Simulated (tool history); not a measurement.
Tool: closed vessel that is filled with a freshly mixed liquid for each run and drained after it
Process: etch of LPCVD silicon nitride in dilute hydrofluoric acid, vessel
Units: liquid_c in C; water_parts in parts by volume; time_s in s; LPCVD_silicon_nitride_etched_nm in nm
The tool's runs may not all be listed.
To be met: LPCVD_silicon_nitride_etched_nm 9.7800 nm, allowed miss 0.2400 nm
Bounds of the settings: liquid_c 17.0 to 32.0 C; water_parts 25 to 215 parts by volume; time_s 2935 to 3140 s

run  hour  liquid_c  water_parts  time_s  LPCVD_silicon_nitride_etched_nm
  1   0.0      24.0          120    2935                          10.8960
  2   1.8      24.0          140    2935                           9.2430
  3  11.4      24.0          120    2935                          10.8690
  4  12.9      24.0          105    2935                          12.4910
  5  15.4      23.0          105    2935                          11.6510
  6  25.0      23.0          145    2935                           8.4901
  7  30.4      23.5          145    2935                           8.7595
  8  40.0      24.0          145    2935                           9.0052
  9  43.8      24.5          145    2935                           9.2964

Which of these 5 next moves meets every target?
  A  47.6      24.0          150    3040                                ?
  B  47.6      25.0          145    3000                                ?
  C  47.6      25.0          155    2970                                ?
  D  47.6      23.0          145    3110                                ?
  E  47.6      23.5          150    3130                                ?

move  LPCVD_silicon_nitride_etched_nm
   A                           9.0698
   B                           9.8711
   C                           9.1460
   D                           8.9919
   E                           9.0413
A: further off than the last run
B: meets every target
C: further off than the last run
D: further off than the last run
E: further off than the last run
Answer: B
